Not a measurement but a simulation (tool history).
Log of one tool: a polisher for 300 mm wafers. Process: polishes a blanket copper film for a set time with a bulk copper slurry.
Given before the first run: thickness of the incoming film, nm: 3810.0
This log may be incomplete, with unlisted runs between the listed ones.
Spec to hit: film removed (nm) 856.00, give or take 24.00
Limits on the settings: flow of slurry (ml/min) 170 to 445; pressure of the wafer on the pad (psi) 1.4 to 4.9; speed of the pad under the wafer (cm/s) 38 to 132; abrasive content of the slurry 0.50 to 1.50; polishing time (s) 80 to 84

run	hour	flow of slurry (ml/min)	pressure of the wafer on the pad (psi)	speed of the pad under the wafer (cm/s)	abrasive content of the slurry	polishing time (s)	film removed (nm)
1	0.0	285	3.1	84	1.00	80	723.31
2	4.0	220	3.1	84	1.00	80	700.54
3	9.5	220	3.1	74	1.00	80	650.56
4	10.6	220	3.1	74	1.00	80	644.81
5	16.4	220	3.2	74	1.00	80	663.59
6	22.9	220	3.2	86	1.00	80	747.33
7	25.2	220	3.3	86	1.00	80	757.15
8	29.3	225	3.4	86	1.00	80	793.54
9	36.3	235	3.5	86	1.00	80	804.27

Exercise: of the 4 proposed moves below, exactly one satisfies all targets within the stated allowed misses. Which move is it?
A	43.3	200	4.2	70	0.85	82	?
B	43.3	250	3.7	84	1.00	84	?
C	43.3	225	3.9	76	0.75	84	?
D	43.3	325	3.9	74	1.10	80	?

move	film removed (nm)
A	802.39
B	886.76
C	784.80
D	853.30
A: no nearer and no further than the last run
B: the result that was furthest off in the last run now lies on the other side of its target
C: the biggest miss grows against the last run
D: each result inside its tolerance
So the answer is move D, the one that meets all the targets.
